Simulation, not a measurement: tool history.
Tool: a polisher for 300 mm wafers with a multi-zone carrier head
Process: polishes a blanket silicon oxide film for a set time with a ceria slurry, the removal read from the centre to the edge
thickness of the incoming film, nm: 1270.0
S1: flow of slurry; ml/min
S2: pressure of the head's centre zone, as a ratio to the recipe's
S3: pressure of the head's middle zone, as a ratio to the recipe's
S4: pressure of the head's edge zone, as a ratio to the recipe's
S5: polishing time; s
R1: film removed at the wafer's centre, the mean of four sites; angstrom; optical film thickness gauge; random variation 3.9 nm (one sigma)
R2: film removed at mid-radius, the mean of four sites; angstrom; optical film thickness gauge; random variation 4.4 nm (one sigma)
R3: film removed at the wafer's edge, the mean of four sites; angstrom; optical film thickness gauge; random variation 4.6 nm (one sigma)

{"run": 1, "hour": 0.0, "S1": 305, "S2": 1, "S3": 1, "S4": 1, "S5": 61, "R1": 3108, "R2": 3175.7, "R3": 3062.8}
{"run": 2, "hour": 6.1, "S1": 305, "S2": 1, "S3": 1, "S4": 1, "S5": 48, "R1": 2502.4, "R2": 2467.2, "R3": 2437.4}
{"run": 3, "hour": 8.6, "S1": 305, "S2": 1, "S3": 0.93, "S4": 1, "S5": 48, "R1": 2448.4, "R2": 2361, "R3": 2355.1}
{"run": 4, "hour": 10.9, "S1": 305, "S2": 1, "S3": 0.93, "S4": 1, "S5": 37, "R1": 1901.4, "R2": 1801.6, "R3": 1846.2}
{"run": 5, "hour": 16.0, "S1": 305, "S2": 1, "S3": 0.99, "S4": 1, "S5": 37, "R1": 1874.9, "R2": 1889, "R3": 1857.3}
{"run": 6, "hour": 17.8, "S1": 355, "S2": 1, "S3": 0.99, "S4": 1, "S5": 37, "R1": 1940.3, "R2": 1902.1, "R3": 1904.2}

Forecast run 7:
{"run": 7, "hour": 24.6, "S1": 350, "S2": 0.99, "S3": 1.02, "S4": 1, "S5": 43, "R1": "?", "R2": "?", "R3": "?"}

Run 7 gave R1 2166.3 angstrom, R2 2279.2 angstrom, R3 2216.1 angstrom.
